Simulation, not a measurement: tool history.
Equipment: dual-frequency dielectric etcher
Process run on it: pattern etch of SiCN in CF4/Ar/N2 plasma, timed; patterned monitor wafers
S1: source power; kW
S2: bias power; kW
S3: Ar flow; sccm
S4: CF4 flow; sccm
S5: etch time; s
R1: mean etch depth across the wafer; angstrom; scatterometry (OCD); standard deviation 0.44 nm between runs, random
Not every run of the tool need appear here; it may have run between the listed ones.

run  hour     S1     S2  S3  S4     S5      R1
  1   0.0  0.360  0.054  98  53  178.0  1125.4
  2   5.9  0.360  0.060  98  53  178.0  1167.3
  3   9.2  0.380  0.060  98  53  178.0  1217.4
  4  17.0  0.380  0.068  98  53  178.0  1261.3
  5  23.6  0.390  0.068  98  53  178.0  1287.2
  6  25.2  0.390  0.063  98  53  178.0  1259.6
  7  30.3  0.400  0.063  98  53  178.0  1277.0

Estimate the outcome of run 8 from the log above:
  8  37.9  0.420  0.063  98  53  178.0   ?

R1: 1333.2 angstrom
